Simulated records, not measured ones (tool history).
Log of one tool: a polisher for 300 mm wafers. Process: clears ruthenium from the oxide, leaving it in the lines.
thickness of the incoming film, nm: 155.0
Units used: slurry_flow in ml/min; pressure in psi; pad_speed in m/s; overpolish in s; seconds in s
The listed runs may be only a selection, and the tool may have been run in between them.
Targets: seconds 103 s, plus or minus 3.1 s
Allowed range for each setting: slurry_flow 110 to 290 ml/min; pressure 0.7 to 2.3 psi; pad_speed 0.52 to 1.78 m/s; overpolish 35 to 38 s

run,day,slurry_flow,pressure,pad_speed,overpolish,seconds
1,0,185,1.5,1.14,35,198.41
2,0.242,185,1.5,1.28,35,172.58
3,0.283,185,1.7,1.28,35,153.64
4,0.625,190,1.8,1.28,35,145.16
5,0.912,190,1.8,1.48,35,126.51
# day 1.154: slurry nozzle cleaned
6,1.154,230,1.8,1.48,35,112.21
7,1.458,235,1.8,1.48,35,112.35
8,1.8,245,1.8,1.48,35,111.57
9,2.05,255,1.8,1.48,35,111.05
10,2.338,260,1.8,1.48,35,110.31
11,2.65,265,1.8,1.48,35,110.19
12,2.792,270,1.8,1.48,35,111.9

Next run, 5 choices. One meets every target within its allowed miss, the rest don't. Which?
A,2.933,270,1.7,1.42,35,?
B,2.933,210,2.1,1.18,38,?
C,2.933,275,2,1.42,35,?
D,2.933,240,2.1,1.28,35,?
E,2.933,245,1.7,1.58,35,?

move,seconds
A,121.43
B,121.65
C,103.44
D,110.66
E,110.5
A: the biggest miss grows against the last run
B: the biggest miss grows against the last run
C: every result lands within tolerance
D: closes in on the targets versus the last run, not all within tolerance yet
E: closes in on the targets versus the last run, not all within tolerance yet
Answer: C
